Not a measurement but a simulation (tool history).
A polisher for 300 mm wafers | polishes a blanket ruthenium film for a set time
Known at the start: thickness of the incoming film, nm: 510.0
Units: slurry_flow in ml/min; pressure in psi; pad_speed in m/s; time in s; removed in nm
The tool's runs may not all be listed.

{"run": 1, "hour": 0.0, "slurry_flow": 300, "pressure": 2.7, "pad_speed": 1.04, "time": 94, "removed": 146.2}
{"run": 2, "hour": 5.1, "slurry_flow": 230, "pressure": 2.7, "pad_speed": 1.04, "time": 94, "removed": 140.29}
{"run": 3, "hour": 7.2, "slurry_flow": 225, "pressure": 2.6, "pad_speed": 1.04, "time": 94, "removed": 138.79}
{"run": 4, "hour": 16.2, "slurry_flow": 225, "pressure": 3.1, "pad_speed": 1.04, "time": 94, "removed": 161.36}
{"run": 5, "hour": 16.7, "slurry_flow": 225, "pressure": 3.1, "pad_speed": 1.04, "time": 94, "removed": 159.5}
{"run": 6, "hour": 17.5, "slurry_flow": 225, "pressure": 3.1, "pad_speed": 0.92, "time": 94, "removed": 140.13}

Run 7 comes next. What will it give?
{"run": 7, "hour": 23.5, "slurry_flow": 225, "pressure": 2.9, "pad_speed": 0.92, "time": 94, "removed": "?"}

Run 7 gave removed 135.76 nm.
